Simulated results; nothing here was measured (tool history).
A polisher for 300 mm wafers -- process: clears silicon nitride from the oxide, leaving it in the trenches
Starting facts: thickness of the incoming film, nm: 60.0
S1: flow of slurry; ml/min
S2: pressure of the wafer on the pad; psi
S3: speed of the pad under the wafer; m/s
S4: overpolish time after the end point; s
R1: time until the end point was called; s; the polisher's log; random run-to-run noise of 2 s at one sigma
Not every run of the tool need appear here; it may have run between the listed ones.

| run | hour | S1 | S2 | S3 | S4 | R1 |
|---|---|---|---|---|---|---|
| 1 | 0.0 | 200 | 2.5 | 0.76 | 36 | 95.612 |
| 2 | 4.1 | 235 | 2.5 | 0.76 | 36 | 92.086 |
| 3 | 12.3 | 235 | 2.5 | 0.68 | 36 | 103.550 |
| 4 | 17.7 | 235 | 2.1 | 0.68 | 36 | 125.180 |
| 5 | 19.2 | 230 | 2.0 | 0.66 | 36 | 134.040 |
| 6 | 21.1 | 225 | 1.9 | 0.64 | 36 | 143.650 |
| 7 | 23.4 | 225 | 1.8 | 0.62 | 36 | 154.210 |
| 8 | 29.7 | 205 | 1.1 | 0.52 | 36 | 301.740 |
| 9 | 33.5 | 215 | 1.1 | 0.52 | 36 | 296.900 |
| 10 | 35.7 | 225 | 1.1 | 0.52 | 36 | 297.410 |
| 11 | 44.5 | 225 | 1.2 | 0.52 | 36 | 278.320 |
| 12 | 45.5 | 230 | 1.2 | 0.52 | 36 | 268.570 |
| 13 | 48.6 | 285 | 1.5 | 0.52 | 36 | 215.730 |

What will run 14 give?
| 14 | 52.5 | 280 | 1.5 | 0.52 | 36 | ? |

R1: 217.650 s
